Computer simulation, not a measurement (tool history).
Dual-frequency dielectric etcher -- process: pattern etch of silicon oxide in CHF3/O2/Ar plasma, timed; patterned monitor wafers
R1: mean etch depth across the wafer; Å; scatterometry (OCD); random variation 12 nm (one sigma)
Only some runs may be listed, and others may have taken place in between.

{"run": 1, "hour": 0.0, "source power (W)": 860, "bias power (W)": 156, "etch time (s)": 716, "R1": 16900}
{"run": 2, "hour": 3.6, "source power (W)": 860, "bias power (W)": 135, "etch time (s)": 716, "R1": 16079}
{"run": 3, "hour": 6.9, "source power (W)": 900, "bias power (W)": 142, "etch time (s)": 718.5, "R1": 16803}
{"run": 4, "hour": 10.3, "source power (W)": 950, "bias power (W)": 142, "etch time (s)": 718.5, "R1": 17472}
{"run": 5, "hour": 12.2, "source power (W)": 990, "bias power (W)": 143, "etch time (s)": 718.5, "R1": 17827}
{"run": 6, "hour": 18.7, "source power (W)": 990, "bias power (W)": 169, "etch time (s)": 718.5, "R1": 18821}
{"run": 7, "hour": 23.2, "source power (W)": 990, "bias power (W)": 169, "etch time (s)": 718.5, "R1": 18668}

What does the tool deliver on the next run?
{"run": 8, "hour": 24.0, "source power (W)": 1010, "bias power (W)": 170, "etch time (s)": 718.5, "R1": "?"}

{"run 8": {"R1": 19069}}

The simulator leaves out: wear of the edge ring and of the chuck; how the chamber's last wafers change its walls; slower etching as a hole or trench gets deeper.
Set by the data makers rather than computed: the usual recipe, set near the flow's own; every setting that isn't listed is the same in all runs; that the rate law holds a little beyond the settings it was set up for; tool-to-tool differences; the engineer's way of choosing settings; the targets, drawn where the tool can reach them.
